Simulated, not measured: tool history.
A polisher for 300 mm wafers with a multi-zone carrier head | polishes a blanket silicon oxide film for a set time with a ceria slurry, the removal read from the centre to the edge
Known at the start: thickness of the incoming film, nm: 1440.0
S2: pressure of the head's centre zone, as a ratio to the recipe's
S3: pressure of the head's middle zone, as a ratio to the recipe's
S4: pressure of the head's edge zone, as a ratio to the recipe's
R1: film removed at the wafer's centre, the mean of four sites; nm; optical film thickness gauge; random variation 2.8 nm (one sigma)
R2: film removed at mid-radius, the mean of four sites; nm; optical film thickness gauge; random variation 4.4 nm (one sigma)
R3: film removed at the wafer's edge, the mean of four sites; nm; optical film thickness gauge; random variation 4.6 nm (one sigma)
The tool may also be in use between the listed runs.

{"run": 1, "hour": 0.0, "flow of slurry (ml/min)": 225, "S2": 1.0, "S3": 1.0, "S4": 1.0, "polishing time (s)": 83, "R1": 327.34, "R2": 335.02, "R3": 325.79}
{"run": 2, "hour": 7.0, "flow of slurry (ml/min)": 225, "S2": 1.0, "S3": 1.0, "S4": 0.92, "polishing time (s)": 83, "R1": 324.05, "R2": 322.84, "R3": 308.71}
{"run": 3, "hour": 9.8, "flow of slurry (ml/min)": 225, "S2": 1.0, "S3": 0.96, "S4": 0.92, "polishing time (s)": 83, "R1": 321.11, "R2": 309.94, "R3": 317.09}
{"run": 4, "hour": 11.2, "flow of slurry (ml/min)": 225, "S2": 1.03, "S3": 0.96, "S4": 0.92, "polishing time (s)": 83, "R1": 328.96, "R2": 313.46, "R3": 317.54}
{"run": 5, "hour": 13.0, "flow of slurry (ml/min)": 230, "S2": 1.02, "S3": 0.97, "S4": 0.96, "polishing time (s)": 85, "R1": 336.47, "R2": 321.73, "R3": 322.4}
{"run": 6, "hour": 14.0, "flow of slurry (ml/min)": 220, "S2": 1.0, "S3": 0.97, "S4": 0.97, "polishing time (s)": 88, "R1": 338.49, "R2": 331.01, "R3": 337.0}
{"run": 7, "hour": 17.0, "flow of slurry (ml/min)": 225, "S2": 0.99, "S3": 0.98, "S4": 1.0, "polishing time (s)": 90, "R1": 352.11, "R2": 346.92, "R3": 355.09}

The next listed run, before its measurement:
{"run": 8, "hour": 23.7, "flow of slurry (ml/min)": 230, "S2": 0.98, "S3": 0.99, "S4": 1.03, "polishing time (s)": 90, "R1": "?", "R2": "?", "R3": "?"}

R1: 345.40 nm
R2: 355.60 nm
R3: 360.04 nm
